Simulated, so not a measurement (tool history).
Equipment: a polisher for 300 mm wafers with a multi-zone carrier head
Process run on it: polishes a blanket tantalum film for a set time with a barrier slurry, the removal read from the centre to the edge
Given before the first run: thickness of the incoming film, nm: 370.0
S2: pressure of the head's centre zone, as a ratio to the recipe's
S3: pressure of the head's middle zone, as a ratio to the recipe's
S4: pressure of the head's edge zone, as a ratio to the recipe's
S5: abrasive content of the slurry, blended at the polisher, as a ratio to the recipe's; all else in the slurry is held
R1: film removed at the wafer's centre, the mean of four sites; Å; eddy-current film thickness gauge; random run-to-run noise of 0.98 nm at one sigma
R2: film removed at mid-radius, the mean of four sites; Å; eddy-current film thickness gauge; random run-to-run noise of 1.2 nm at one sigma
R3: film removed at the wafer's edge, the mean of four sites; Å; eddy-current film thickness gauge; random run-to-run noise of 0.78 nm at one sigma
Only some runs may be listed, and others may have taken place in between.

{"run": 1, "hour": 0.0, "flow of slurry (ml/min)": 225, "S2": 1, "S3": 1, "S4": 1, "S5": 1, "polishing time (s)": 89, "R1": 961.86, "R2": 950.81, "R3": 932.46}
{"run": 2, "hour": 4.8, "flow of slurry (ml/min)": 225, "S2": 1, "S3": 0.93, "S4": 1, "S5": 1, "polishing time (s)": 89, "R1": 944.43, "R2": 895.18, "R3": 932.45}
{"run": 3, "hour": 12.5, "flow of slurry (ml/min)": 225, "S2": 1, "S3": 0.93, "S4": 1, "S5": 1, "polishing time (s)": 99, "R1": 1070.8, "R2": 1001.2, "R3": 1049.4}
{"run": 4, "hour": 18.6, "flow of slurry (ml/min)": 225, "S2": 1, "S3": 0.93, "S4": 0.94, "S5": 1, "polishing time (s)": 99, "R1": 1054.1, "R2": 999.62, "R3": 1011.2}
{"run": 5, "hour": 20.8, "flow of slurry (ml/min)": 225, "S2": 1, "S3": 0.93, "S4": 0.94, "S5": 0.85, "polishing time (s)": 99, "R1": 1014.5, "R2": 928.24, "R3": 966.07}
{"run": 6, "hour": 26.7, "flow of slurry (ml/min)": 225, "S2": 1, "S3": 0.93, "S4": 1, "S5": 0.85, "polishing time (s)": 99, "R1": 993.38, "R2": 938.67, "R3": 998.94}

For run 7, what comes out?
{"run": 7, "hour": 35.4, "flow of slurry (ml/min)": 235, "S2": 1, "S3": 0.94, "S4": 1.03, "S5": 0.85, "polishing time (s)": 99, "R1": "?", "R2": "?", "R3": "?"}

R1: 1005.9 Å
R2: 941.8 Å
R3: 1006.2 Å
